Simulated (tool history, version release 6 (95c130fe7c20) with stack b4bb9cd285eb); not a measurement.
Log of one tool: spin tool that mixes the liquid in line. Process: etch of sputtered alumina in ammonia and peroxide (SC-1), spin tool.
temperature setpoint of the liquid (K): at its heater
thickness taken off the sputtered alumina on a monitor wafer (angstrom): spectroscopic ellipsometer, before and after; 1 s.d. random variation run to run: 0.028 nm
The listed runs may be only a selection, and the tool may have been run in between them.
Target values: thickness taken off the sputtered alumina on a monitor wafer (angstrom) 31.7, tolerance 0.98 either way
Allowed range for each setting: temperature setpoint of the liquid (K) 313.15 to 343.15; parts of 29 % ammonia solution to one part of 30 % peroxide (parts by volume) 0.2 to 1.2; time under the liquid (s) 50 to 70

run	day	temperature setpoint of the liquid (K)	parts of 29 % ammonia solution to one part of 30 % peroxide (parts by volume)	time under the liquid (s)	thickness taken off the sputtered alumina on a monitor wafer (angstrom)
1	0	329.15	0.7	70	43.301
2	0.325	334.65	0.7	70	56.147
3	0.354	339.65	0.7	70	73.855
4	0.571	339.65	0.6	70	71.784
5	0.617	335.15	0.6	70	57.566
6	0.975	335.15	0.4	70	55.937
7	1.175	331.65	0.4	70	46.785
8	1.267	323.65	0.4	70	30.486

Pick the move, out of 4, that brings all results within their allowed miss; only one does.
A	1.358	322.15	0.5	70	?
B	1.358	323.65	0.6	70	?
C	1.358	322.65	0.45	70	?
D	1.358	327.15	0.2	70	?

move	thickness taken off the sputtered alumina on a monitor wafer (angstrom)
A	28.498
B	31.494
C	29.005
D	34.293
A: the biggest miss grows against the last run
B: hits every target within its allowed miss
C: the biggest miss grows against the last run
D: takes the biggest miss from the last run beyond its target
Answer: B

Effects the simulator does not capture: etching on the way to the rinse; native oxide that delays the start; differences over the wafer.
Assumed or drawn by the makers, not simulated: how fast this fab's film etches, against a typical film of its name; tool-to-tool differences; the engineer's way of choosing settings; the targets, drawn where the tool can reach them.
